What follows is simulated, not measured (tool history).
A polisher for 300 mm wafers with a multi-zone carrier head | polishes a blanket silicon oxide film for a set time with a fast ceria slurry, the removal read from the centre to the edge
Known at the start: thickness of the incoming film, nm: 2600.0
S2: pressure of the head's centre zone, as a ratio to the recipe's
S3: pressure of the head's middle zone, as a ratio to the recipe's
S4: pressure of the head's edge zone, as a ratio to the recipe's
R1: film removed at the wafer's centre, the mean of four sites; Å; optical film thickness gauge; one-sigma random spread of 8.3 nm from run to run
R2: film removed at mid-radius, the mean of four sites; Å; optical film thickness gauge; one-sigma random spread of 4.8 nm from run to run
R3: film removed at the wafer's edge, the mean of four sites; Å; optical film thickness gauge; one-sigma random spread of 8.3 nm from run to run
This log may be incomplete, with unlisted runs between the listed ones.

Run 1, day 0: flow of slurry (ml/min) 180, S2 1, S3 1, S4 1, polishing time (s) 32. Result: R1 5761.7 Å, R2 6024.7 Å, R3 5685 Å.
Run 2, day 0.054: flow of slurry (ml/min) 190, S2 0.99, S3 1.02, S4 1.02, polishing time (s) 32. Result: R1 5855.4 Å, R2 6169.6 Å, R3 5746.3 Å.
Run 3, day 0.142: flow of slurry (ml/min) 195, S2 0.97, S3 1.04, S4 1.04, polishing time (s) 32. Result: R1 5705.3 Å, R2 6310.9 Å, R3 5819.2 Å.
Run 4, day 0.271: flow of slurry (ml/min) 195, S2 0.97, S3 1.04, S4 1.01, polishing time (s) 32. Result: R1 5734.2 Å, R2 6255.4 Å, R3 5979.9 Å.
Run 5, day 0.429: flow of slurry (ml/min) 200, S2 0.96, S3 1.06, S4 1.03, polishing time (s) 32. Result: R1 5775.1 Å, R2 6369.1 Å, R3 6005.4 Å.
Run 6, day 0.496: flow of slurry (ml/min) 230, S2 0.96, S3 1.06, S4 1.03, polishing time (s) 32. Result: R1 5818 Å, R2 6477.4 Å, R3 5892.1 Å.
Run 7, day 0.529: flow of slurry (ml/min) 230, S2 0.95, S3 1.08, S4 1.03, polishing time (s) 32. Result: R1 5640.5 Å, R2 6647.5 Å, R3 6037.4 Å.

Expected results for the next run?
Run 8, day 0.733: flow of slurry (ml/min) 230, S2 0.95, S3 1.09, S4 1.03, polishing time (s) 32. Result: R1 ?, R2 ?, R3 ?.

Run 8 measured R1 5790.6 Å, R2 6670.1 Å, R3 5884.4 Å.
